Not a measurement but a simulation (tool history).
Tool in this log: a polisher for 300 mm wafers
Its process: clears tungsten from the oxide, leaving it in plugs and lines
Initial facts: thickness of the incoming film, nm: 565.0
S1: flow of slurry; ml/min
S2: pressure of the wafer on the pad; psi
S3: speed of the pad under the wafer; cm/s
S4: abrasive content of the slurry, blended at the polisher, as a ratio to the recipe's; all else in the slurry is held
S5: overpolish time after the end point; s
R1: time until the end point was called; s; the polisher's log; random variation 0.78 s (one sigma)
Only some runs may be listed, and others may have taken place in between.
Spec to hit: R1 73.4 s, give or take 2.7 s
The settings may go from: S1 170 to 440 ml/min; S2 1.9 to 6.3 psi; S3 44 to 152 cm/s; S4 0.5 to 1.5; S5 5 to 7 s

run 1 hour=0 | S1=280 S2=4.1 S3=98 S4=1 S5=7 | R1=106.38
run 2 hour=5.9 | S1=280 S2=4.1 S3=98 S4=1.1 S5=7 | R1=105.61
run 3 hour=13.8 | S1=280 S2=4.1 S3=98 S4=1.25 S5=7 | R1=101.19
run 4 hour=22.3 | S1=280 S2=4.3 S3=98 S4=1.25 S5=7 | R1=96.673
run 5 hour=29.5 | S1=210 S2=4.3 S3=98 S4=1.25 S5=7 | R1=101.67
run 6 hour=34.1 | S1=220 S2=4.5 S3=98 S4=1.25 S5=7 | R1=97.441
run 7 hour=35 | S1=235 S2=4.7 S3=98 S4=1.25 S5=7 | R1=92.967
run 8 hour=40.1 | S1=245 S2=4.9 S3=98 S4=1.25 S5=7 | R1=88.454

Consider the 5 candidate settings below. Which is the only one whose results all fall within their allowed miss of target?
run A hour=45.2 | S1=180 S2=5.4 S3=128 S4=1.35 S5=7 | R1=?
run B hour=45.2 | S1=235 S2=4.1 S3=144 S4=1.5 S5=5 | R1=?
run C hour=45.2 | S1=195 S2=5.2 S3=136 S4=1.25 S5=5 | R1=?
run D hour=45.2 | S1=260 S2=4.8 S3=108 S4=1.35 S5=5 | R1=?
run E hour=45.2 | S1=190 S2=4.5 S3=126 S4=1.5 S5=7 | R1=?

move=A R1=68.937
move=B R1=73.004
move=C R1=67.571
move=D R1=80.853
move=E R1=79.157
A: the result that was furthest off in the last run now lies on the other side of its target
B: in spec on every target
C: the result that was furthest off in the last run now lies on the other side of its target
D: nearer than the last run, and not there yet
E: nearer than the last run, and not there yet
Answer: B
